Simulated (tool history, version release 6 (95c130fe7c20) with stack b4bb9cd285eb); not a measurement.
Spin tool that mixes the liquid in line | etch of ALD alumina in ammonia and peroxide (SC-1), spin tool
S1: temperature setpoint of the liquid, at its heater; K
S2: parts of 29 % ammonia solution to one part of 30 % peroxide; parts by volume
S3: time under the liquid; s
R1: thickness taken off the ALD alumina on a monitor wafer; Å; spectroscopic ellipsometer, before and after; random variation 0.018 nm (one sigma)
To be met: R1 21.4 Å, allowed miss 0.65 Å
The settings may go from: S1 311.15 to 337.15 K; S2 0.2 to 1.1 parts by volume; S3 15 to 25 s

run 1 hour=0 | S1=321.15 S2=0.6 S3=25 | R1=10.953
run 2 hour=5.9 | S1=323.65 S2=0.6 S3=25 | R1=12.284
run 3 hour=7.7 | S1=327.15 S2=0.6 S3=25 | R1=15.176
run 4 hour=9.1 | S1=329.15 S2=0.6 S3=25 | R1=16.599
run 5 hour=13.3 | S1=330.65 S2=0.6 S3=25 | R1=18.263
run 6 hour=19.1 | S1=326.65 S2=0.6 S3=25 | R1=14.529
run 7 hour=23.3 | S1=329.15 S2=0.6 S3=25 | R1=16.914
run 8 hour=26.1 | S1=330.65 S2=0.6 S3=25 | R1=18.241

Which of these 5 next moves meets every target?
run A hour=28.9 | S1=335.15 S2=0.6 S3=25 | R1=?
run B hour=28.9 | S1=336.15 S2=0.6 S3=25 | R1=?
run C hour=28.9 | S1=331.65 S2=0.55 S3=25 | R1=?
run D hour=28.9 | S1=326.65 S2=0.6 S3=25 | R1=?
run E hour=28.9 | S1=333.65 S2=0.65 S3=25 | R1=?

move=A R1=22.642
move=B R1=23.814
move=C R1=18.77
move=D R1=14.537
move=E R1=21.137
A: takes the result that was furthest off past its target
B: takes the result that was furthest off past its target
C: nearer than the last run, and not there yet
D: further off than the last run
E: meets every target
Answer: E
